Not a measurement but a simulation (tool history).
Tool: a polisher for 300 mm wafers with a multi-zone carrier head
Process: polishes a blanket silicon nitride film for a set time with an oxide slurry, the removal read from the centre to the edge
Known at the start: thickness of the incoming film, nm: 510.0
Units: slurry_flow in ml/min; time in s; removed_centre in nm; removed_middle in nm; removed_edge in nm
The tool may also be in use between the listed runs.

| run | hour | slurry_flow | centre_zone | middle_zone | edge_zone | slurry_solids | time | removed_centre | removed_middle | removed_edge |
|---|---|---|---|---|---|---|---|---|---|---|
| 1 | 0.0 | 135 | 1.00 | 1.00 | 1.00 | 1.00 | 68 | 31.114 | 31.745 | 31.528 |
| 2 | 6.4 | 165 | 1.00 | 1.00 | 1.00 | 1.00 | 68 | 32.569 | 33.061 | 32.848 |
| 3 | 7.6 | 165 | 1.00 | 1.00 | 1.00 | 1.00 | 82 | 39.235 | 39.448 | 38.504 |
| 4 | 8.9 | 165 | 1.00 | 1.00 | 0.94 | 1.00 | 82 | 39.340 | 39.861 | 38.085 |
| 5 | 15.0 | 165 | 1.00 | 1.00 | 0.94 | 1.20 | 82 | 42.900 | 42.966 | 40.598 |
| 6 | 20.3 | 165 | 1.00 | 1.08 | 0.94 | 1.20 | 82 | 42.772 | 44.657 | 41.454 |
|  | 25.1 | slurry nozzle cleaned |
| 7 | 25.1 | 165 | 1.01 | 1.06 | 0.94 | 1.20 | 82 | 44.135 | 45.750 | 41.137 |
| 8 | 29.3 | 165 | 1.01 | 1.06 | 0.94 | 1.20 | 82 | 44.500 | 45.527 | 40.556 |
| 9 | 37.0 | 160 | 1.02 | 1.04 | 0.94 | 1.20 | 82 | 44.469 | 45.364 | 41.627 |

The next listed run, before its measurement:
| 10 | 37.8 | 165 | 1.03 | 1.02 | 0.93 | 1.15 | 82 | ? | ? | ? |

Run 10 gave removed_centre 44.332 nm, removed_middle 43.034 nm, removed_edge 40.570 nm.
